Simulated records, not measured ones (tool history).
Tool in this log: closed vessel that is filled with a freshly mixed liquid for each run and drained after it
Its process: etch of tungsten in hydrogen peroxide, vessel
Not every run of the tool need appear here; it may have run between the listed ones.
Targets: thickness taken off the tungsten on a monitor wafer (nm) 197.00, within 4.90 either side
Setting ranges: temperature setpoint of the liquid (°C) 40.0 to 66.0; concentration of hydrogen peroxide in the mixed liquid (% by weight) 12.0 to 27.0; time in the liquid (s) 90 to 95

run	hour	temperature setpoint of the liquid (°C)	concentration of hydrogen peroxide in the mixed liquid (% by weight)	time in the liquid (s)	thickness taken off the tungsten on a monitor wafer (nm)
1	0.0	56.0	18.0	90	345.40
2	5.8	53.5	18.0	90	297.88
3	8.1	53.5	20.5	90	317.07
4	10.3	53.5	17.5	90	291.92
5	17.5	53.5	20.5	90	318.17
6	26.0	53.5	20.5	95	334.60
7	28.9	51.0	20.5	95	290.85
8	34.4	43.0	20.5	95	176.39
9	41.4	43.5	20.5	95	180.76
10	50.1	43.5	20.5	95	183.30

4 next moves are on the table. One of them brings every result within its allowed miss. Which?
A	58.8	47.5	15.0	95	?
B	58.8	43.5	19.0	95	?
C	58.8	44.0	20.5	95	?
D	58.8	44.5	19.5	95	?

move	thickness taken off the tungsten on a monitor wafer (nm)
A	199.28
B	174.42
C	187.03
D	188.28
A: every result lands within tolerance
B: moves away from the targets compared with the last run
C: closer than the last run, but not yet in spec
D: closer than the last run, but not yet in spec
The move that meets every target is A.
